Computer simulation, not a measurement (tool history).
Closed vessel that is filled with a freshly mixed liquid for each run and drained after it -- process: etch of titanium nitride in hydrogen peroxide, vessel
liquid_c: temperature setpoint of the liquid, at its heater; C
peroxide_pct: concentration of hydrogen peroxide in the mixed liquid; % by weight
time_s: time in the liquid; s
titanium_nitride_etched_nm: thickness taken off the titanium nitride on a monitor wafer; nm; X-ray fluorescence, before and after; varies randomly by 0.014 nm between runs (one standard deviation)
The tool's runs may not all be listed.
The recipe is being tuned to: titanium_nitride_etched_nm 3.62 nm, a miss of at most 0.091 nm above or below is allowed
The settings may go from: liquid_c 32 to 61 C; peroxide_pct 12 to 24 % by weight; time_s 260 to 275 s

run,day,liquid_c,peroxide_pct,time_s,titanium_nitride_etched_nm
1,0,45,16,260,8.7874
2,0.183,45,14.5,260,8.6739
3,0.442,42,14.5,260,6.8546
4,0.517,47,14.5,260,9.9758
5,0.717,49.5,14.5,260,12.001
6,0.85,54.5,14.5,260,17.115
7,0.938,49,14.5,260,11.576
8,1.225,45,14.5,260,8.5989
9,1.379,45,14.5,260,8.5947
10,1.546,45,14.5,260,8.6729
11,1.746,42,14.5,260,6.8854
12,2.021,40,14.5,260,5.8761
13,2.329,38.5,14.5,260,5.2932
14,2.542,32.5,14.5,260,3.273
15,2.788,33,14.5,260,3.4061

5 candidate next runs follow, results not yet known. Just one meets every target within its allowed miss. Identify it.
A,3.033,33.5,12.5,275,?
B,3.033,32.5,13,275,?
C,3.033,32.5,17.5,260,?
D,3.033,32,13.5,260,?
E,3.033,32.5,14.5,260,?

move,titanium_nitride_etched_nm
A,3.6286
B,3.3755
C,3.3976
D,3.0892
E,3.2653
A: all results land within tolerance of their targets
B: misses by more than the last run did
C: just as far off the targets as the last run
D: misses by more than the last run did
E: misses by more than the last run did
Go with A: it meets all targets.
